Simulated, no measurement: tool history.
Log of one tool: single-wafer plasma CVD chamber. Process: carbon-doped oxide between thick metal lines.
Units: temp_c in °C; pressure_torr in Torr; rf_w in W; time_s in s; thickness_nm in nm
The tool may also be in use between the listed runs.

{"run": 1, "hour": 0.0, "temp_c": 355, "pressure_torr": 5.56, "rf_w": 505, "time_s": 295, "thickness_nm": 1436.5}
{"run": 2, "hour": 7.8, "temp_c": 356, "pressure_torr": 5.35, "rf_w": 490, "time_s": 295, "thickness_nm": 1384.7}
{"run": 3, "hour": 14.5, "temp_c": 356, "pressure_torr": 5.35, "rf_w": 490, "time_s": 304, "thickness_nm": 1425.3}
{"run": 4, "hour": 22.7, "temp_c": 365, "pressure_torr": 5.35, "rf_w": 490, "time_s": 304, "thickness_nm": 1383.6}
{"run": 5, "hour": 27.6, "temp_c": 365, "pressure_torr": 4.79, "rf_w": 490, "time_s": 304, "thickness_nm": 1360.5}
{"run": 6, "hour": 32.1, "temp_c": 366, "pressure_torr": 4.67, "rf_w": 485, "time_s": 304, "thickness_nm": 1335.6}

Forecast run 7:
{"run": 7, "hour": 36.7, "temp_c": 367, "pressure_torr": 4.59, "rf_w": 485, "time_s": 304, "thickness_nm": "?"}

thickness_nm: 1318.8 nm

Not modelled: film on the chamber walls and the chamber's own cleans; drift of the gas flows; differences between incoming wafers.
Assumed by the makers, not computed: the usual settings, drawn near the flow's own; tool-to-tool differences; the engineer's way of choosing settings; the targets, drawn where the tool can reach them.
